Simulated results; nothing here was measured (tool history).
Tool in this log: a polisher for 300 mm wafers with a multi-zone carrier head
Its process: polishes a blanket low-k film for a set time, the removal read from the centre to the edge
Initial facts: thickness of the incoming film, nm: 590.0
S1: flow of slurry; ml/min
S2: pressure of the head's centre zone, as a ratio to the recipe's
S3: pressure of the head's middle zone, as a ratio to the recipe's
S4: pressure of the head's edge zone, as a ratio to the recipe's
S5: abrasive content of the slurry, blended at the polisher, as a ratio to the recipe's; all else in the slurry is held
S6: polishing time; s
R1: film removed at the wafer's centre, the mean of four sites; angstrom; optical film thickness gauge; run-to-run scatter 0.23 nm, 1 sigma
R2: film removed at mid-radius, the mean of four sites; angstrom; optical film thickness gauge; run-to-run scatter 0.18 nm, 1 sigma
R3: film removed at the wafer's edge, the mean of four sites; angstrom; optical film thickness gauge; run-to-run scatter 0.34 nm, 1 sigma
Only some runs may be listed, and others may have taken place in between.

run,hour,S1,S2,S3,S4,S5,S6,R1,R2,R3
1,0,270,1,1,1,1,66,339.67,332.98,339.91
2,5,265,1.02,0.95,1,0.85,64,311.14,287.15,300.16
3,8.8,265,1.02,0.95,1.06,0.85,64,315.44,287.11,303.87
4,12.4,250,1.02,0.91,1.1,0.75,63,285.35,255.75,285.97
5,15.3,250,1.02,0.91,1.03,0.75,63,288.55,254.05,280.9
6,22.7,250,1.02,0.91,1.09,0.75,63,283.44,253.14,286.75
7,27.2,245,1.03,0.88,1.08,0.7,63,276.69,235.43,276.12
8,33.4,245,1.04,0.86,1.05,0.65,63,266.13,217.82,257.71

Estimate the outcome of run 9 from the log above:
9,34.2,240,1.04,0.85,1.03,0.65,63,?,?,?

R1: 268.14 angstrom
R2: 217.81 angstrom
R3: 262.4 angstrom

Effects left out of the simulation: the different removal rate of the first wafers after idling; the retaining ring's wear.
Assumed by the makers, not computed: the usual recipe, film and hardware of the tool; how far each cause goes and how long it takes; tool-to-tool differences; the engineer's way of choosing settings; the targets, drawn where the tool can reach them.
